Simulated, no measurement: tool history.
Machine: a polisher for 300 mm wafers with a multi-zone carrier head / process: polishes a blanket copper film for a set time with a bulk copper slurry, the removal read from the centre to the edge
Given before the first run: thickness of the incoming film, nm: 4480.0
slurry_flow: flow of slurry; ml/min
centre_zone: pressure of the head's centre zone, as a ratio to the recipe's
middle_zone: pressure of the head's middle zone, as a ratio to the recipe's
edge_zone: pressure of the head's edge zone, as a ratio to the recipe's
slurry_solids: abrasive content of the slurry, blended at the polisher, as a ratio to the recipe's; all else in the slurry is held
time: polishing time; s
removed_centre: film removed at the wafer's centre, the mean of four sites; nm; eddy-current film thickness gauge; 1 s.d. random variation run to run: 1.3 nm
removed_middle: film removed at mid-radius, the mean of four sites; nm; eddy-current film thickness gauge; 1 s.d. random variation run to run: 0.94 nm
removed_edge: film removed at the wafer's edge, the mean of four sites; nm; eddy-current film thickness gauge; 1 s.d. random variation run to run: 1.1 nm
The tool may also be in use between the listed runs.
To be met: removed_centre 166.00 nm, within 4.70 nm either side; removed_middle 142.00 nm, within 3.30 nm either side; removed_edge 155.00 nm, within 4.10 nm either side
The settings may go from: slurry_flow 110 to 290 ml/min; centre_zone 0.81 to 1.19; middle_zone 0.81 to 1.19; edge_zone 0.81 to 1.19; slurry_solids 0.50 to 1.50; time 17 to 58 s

run	hour	slurry_flow	centre_zone	middle_zone	edge_zone	slurry_solids	time	removed_centre	removed_middle	removed_edge
1	0.0	185	1.00	1.00	1.00	1.00	37	317.66	295.38	285.95
2	2.0	185	1.00	1.00	1.06	1.00	37	323.54	294.44	293.81
3	4.0	180	1.00	0.98	1.04	0.95	35	298.13	268.74	268.77
4	5.3	175	0.99	0.96	1.03	0.90	34	278.53	249.56	260.53
5	10.4	175	0.99	0.95	1.01	0.85	33	270.69	239.32	245.43
6	14.7	175	1.07	0.95	1.01	0.85	33	296.86	241.41	247.25
7	15.9	170	1.06	0.94	0.99	0.80	32	272.94	226.13	231.29
8	19.2	165	1.05	0.93	0.98	0.75	31	261.37	213.82	220.61
9	25.6	160	1.04	0.92	0.97	0.70	30	245.44	203.08	209.49
10	30.0	155	1.03	0.91	0.96	0.70	29	229.57	192.56	199.27
11	33.0	155	1.03	0.91	0.96	0.70	29	232.91	192.74	203.11
# hour 36.6: centre zone pressure recalibrated
12	36.6	155	1.02	0.90	0.95	0.70	28	210.28	182.74	193.60

Which one of the following 4 next-run settings gets every result inside its allowed miss? There is exactly one.
A	40.2	155	1.01	0.86	0.95	1.00	21	?	?	?
B	40.2	170	1.00	0.92	0.95	0.75	22	?	?	?
C	40.2	205	0.95	0.88	1.04	0.70	21	?	?	?
D	40.2	155	0.93	0.93	0.93	0.95	21	?	?	?

move	removed_centre	removed_middle	removed_edge
A	164.52	144.29	154.78
B	163.24	152.57	154.03
C	150.19	142.07	153.37
D	149.81	152.33	151.66
A: all results land within tolerance of their targets
B: closer than the last run, but not yet in spec
C: the furthest-off result lands on target, but another misses its tolerance
D: closer than the last run, but not yet in spec
So the answer is move A, the one that meets all the targets.

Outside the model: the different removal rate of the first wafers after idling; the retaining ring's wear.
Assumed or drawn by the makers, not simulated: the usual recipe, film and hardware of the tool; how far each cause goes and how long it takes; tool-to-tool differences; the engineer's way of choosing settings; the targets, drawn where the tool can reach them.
